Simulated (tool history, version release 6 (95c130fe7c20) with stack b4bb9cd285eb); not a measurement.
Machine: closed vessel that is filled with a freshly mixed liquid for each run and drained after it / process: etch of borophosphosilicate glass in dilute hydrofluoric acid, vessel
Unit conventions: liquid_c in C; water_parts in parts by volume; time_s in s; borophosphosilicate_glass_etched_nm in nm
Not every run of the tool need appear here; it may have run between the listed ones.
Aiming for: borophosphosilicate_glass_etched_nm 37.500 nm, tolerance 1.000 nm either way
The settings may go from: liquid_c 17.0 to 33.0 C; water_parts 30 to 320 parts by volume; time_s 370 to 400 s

run  hour  liquid_c  water_parts  time_s  borophosphosilicate_glass_etched_nm
  1   0.0      25.0          175     370                               64.723
  2   8.2      22.0          175     370                               58.038
  3  11.7      24.0          175     370                               62.354
  4  15.3      22.5          185     370                               54.562
  5  18.5      21.5          190     370                               51.380
  6  26.8      19.5          190     370                               47.563
  7  30.1      19.0          195     370                               45.805
  8  36.8      18.5          200     370                               43.233
  9  45.4      18.0          205     370                               41.246
 10  50.8      17.5          210     370                               38.784

Which one of the following 4 next-run settings gets every result inside its allowed miss? There is exactly one.
  A  56.2      18.0          215     385                                    ?
  B  56.2      18.5          230     400                                    ?
  C  56.2      18.0          215     390                                    ?
  D  56.2      20.0          240     375                                    ?

move  borophosphosilicate_glass_etched_nm
   A                               40.572
   B                               39.602
   C                               41.098
   D                               37.291
A: lands further from the targets than the last run did
B: lands further from the targets than the last run did
C: lands further from the targets than the last run did
D: in spec on every target
The right move is D.
